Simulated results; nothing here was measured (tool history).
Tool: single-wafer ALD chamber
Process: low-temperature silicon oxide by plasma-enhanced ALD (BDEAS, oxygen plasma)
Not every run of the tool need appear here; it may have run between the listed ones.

run	hour	heater temperature setpoint (K)	number of ALD cycles (cycles)	mean film thickness on the monitor wafer (Å)
1	0.0	383.15	37	52.102
2	5.7	382.15	38	53.302
3	7.4	382.15	39	54.909
4	12.5	382.15	36	50.687
5	13.1	382.15	37	52.132
6	17.0	382.15	32	44.728

Run 7 comes next. What will it give?
7	25.8	382.15	33	?

{"run 7": {"mean film thickness on the monitor wafer (Å)": 46.378}}
